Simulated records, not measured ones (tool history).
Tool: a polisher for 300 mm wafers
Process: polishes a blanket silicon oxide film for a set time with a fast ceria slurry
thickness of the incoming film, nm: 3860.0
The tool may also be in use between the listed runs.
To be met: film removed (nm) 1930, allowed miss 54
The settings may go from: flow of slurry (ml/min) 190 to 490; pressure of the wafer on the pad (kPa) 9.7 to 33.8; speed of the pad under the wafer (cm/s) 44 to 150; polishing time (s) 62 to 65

run,hour,flow of slurry (ml/min),pressure of the wafer on the pad (kPa),speed of the pad under the wafer (cm/s),polishing time (s),film removed (nm)
1,0,315,21.4,96,62,1087.9
2,6.6,315,24.1,96,62,1191.2
3,7.3,315,24.1,118,62,1396.2
4,15.2,315,24.1,118,62,1381.5
5,22.5,315,24.1,118,62,1369.6
6,25.7,315,24.8,118,62,1394.6
# hour 31.6: head pressure recalibrated
7,31.6,315,25.5,118,62,1579.5
8,36.1,320,26.9,118,62,1637.6

4 next moves are on the table. One of them brings every result within its allowed miss. Which?
A,40.6,370,25.5,134,63,?
B,40.6,300,26.9,124,65,?
C,40.6,375,29.6,138,63,?
D,40.6,305,29.6,124,65,?

move,film removed (nm)
A,1783.5
B,1777.5
C,2065.4
D,1929.4
A: nearer than the last run, and not there yet
B: nearer than the last run, and not there yet
C: takes the result that was furthest off past its target
D: meets every target
The right move is D.
